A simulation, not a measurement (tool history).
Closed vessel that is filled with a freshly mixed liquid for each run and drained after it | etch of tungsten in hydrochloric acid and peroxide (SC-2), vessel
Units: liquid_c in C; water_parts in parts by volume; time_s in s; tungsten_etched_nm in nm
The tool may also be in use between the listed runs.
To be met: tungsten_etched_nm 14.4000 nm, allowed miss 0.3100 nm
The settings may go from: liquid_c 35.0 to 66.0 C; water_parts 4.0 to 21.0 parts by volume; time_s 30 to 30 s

| run | hour | liquid_c | water_parts | time_s | tungsten_etched_nm |
|---|---|---|---|---|---|
| 1 | 0.0 | 50.0 | 11.5 | 30 | 8.4076 |
| 2 | 8.5 | 50.0 | 9.5 | 30 | 9.8388 |
| 3 | 17.6 | 43.0 | 9.5 | 30 | 6.1795 |
| 4 | 24.9 | 43.0 | 9.5 | 30 | 6.1305 |
| 5 | 30.5 | 43.0 | 12.0 | 30 | 5.0520 |
| 6 | 34.8 | 43.0 | 8.5 | 30 | 6.7520 |
| 7 | 35.9 | 45.0 | 8.5 | 30 | 7.8137 |
| 8 | 44.8 | 46.5 | 8.5 | 30 | 8.5837 |
| 9 | 49.1 | 48.0 | 8.5 | 30 | 9.4496 |
| 10 | 52.1 | 49.0 | 8.5 | 30 | 10.2030 |
| 11 | 54.8 | 50.0 | 8.5 | 30 | 10.9240 |
| 12 | 56.8 | 55.0 | 8.5 | 30 | 15.1500 |

4 next moves are on the table. One of them brings every result within its allowed miss. Which?
| A | 58.8 | 54.0 | 7.5 | 30 | ? |
| B | 58.8 | 50.5 | 6.5 | 30 | ? |
| C | 58.8 | 59.5 | 12.0 | 30 | ? |
| D | 58.8 | 56.5 | 10.0 | 30 | ? |

| move | tungsten_etched_nm |
|---|---|
| A | 15.4500 |
| B | 13.7180 |
| C | 14.9060 |
| D | 14.3740 |
A: further off than the last run
B: takes the result that was furthest off past its target
C: nearer than the last run, and not there yet
D: meets every target
Answer: D

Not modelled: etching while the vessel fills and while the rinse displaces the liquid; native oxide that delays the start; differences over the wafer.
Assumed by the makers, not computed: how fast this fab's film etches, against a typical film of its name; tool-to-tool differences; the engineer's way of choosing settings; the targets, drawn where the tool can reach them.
